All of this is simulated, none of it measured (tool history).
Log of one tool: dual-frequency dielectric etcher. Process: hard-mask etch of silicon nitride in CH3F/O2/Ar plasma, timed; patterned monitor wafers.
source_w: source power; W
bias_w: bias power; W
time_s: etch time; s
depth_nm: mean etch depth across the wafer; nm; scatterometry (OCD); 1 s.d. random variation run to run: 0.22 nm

run  hour  source_w  bias_w  time_s  depth_nm
  1   0.0       430      66   142.0    98.889
  2   1.7       450      67   142.0   101.290
  3   5.7       470      68   142.0   103.530
  4  11.1       470      68   131.5    95.828
  5  16.1       470      68   131.5    96.267
  6  20.1       490      70   132.0    99.298
  7  26.9       510      71   132.0   101.310
  8  31.8       530      72   132.0   103.660
  9  39.3       540      72   132.0   104.370
 10  43.6       550      72   132.0   105.050

Estimate the outcome of run 11 from the log above:
 11  45.7       560      72   132.0         ?

Run 11 came out at depth_nm 105.540 nm.

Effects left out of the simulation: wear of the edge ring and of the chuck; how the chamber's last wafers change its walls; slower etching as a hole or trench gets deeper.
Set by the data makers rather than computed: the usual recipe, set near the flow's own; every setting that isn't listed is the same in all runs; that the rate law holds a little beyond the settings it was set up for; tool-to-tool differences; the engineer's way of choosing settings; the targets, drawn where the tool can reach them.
